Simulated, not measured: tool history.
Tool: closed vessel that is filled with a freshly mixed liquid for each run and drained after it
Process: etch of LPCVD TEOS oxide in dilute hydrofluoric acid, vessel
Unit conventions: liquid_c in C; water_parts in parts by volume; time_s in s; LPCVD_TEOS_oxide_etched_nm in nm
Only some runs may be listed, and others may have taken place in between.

{"run": 1, "day": 0.0, "liquid_c": 21, "water_parts": 225, "time_s": 125, "LPCVD_TEOS_oxide_etched_nm": 13.07}
{"run": 2, "day": 0.108, "liquid_c": 21, "water_parts": 165, "time_s": 125, "LPCVD_TEOS_oxide_etched_nm": 19.018}
{"run": 3, "day": 0.254, "liquid_c": 21, "water_parts": 95, "time_s": 125, "LPCVD_TEOS_oxide_etched_nm": 35.574}
{"run": 4, "day": 0.283, "liquid_c": 21, "water_parts": 95, "time_s": 90, "LPCVD_TEOS_oxide_etched_nm": 25.239}
{"run": 5, "day": 0.617, "liquid_c": 21, "water_parts": 95, "time_s": 90, "LPCVD_TEOS_oxide_etched_nm": 25.363}
{"run": 6, "day": 0.867, "liquid_c": 21, "water_parts": 165, "time_s": 90, "LPCVD_TEOS_oxide_etched_nm": 13.6}
{"run": 7, "day": 0.933, "liquid_c": 21, "water_parts": 165, "time_s": 90, "LPCVD_TEOS_oxide_etched_nm": 13.471}

Estimate the outcome of run 8 from the log above:
{"run": 8, "day": 1.025, "liquid_c": 22, "water_parts": 160, "time_s": 90, "LPCVD_TEOS_oxide_etched_nm": "?"}

LPCVD_TEOS_oxide_etched_nm: 14.64 nm

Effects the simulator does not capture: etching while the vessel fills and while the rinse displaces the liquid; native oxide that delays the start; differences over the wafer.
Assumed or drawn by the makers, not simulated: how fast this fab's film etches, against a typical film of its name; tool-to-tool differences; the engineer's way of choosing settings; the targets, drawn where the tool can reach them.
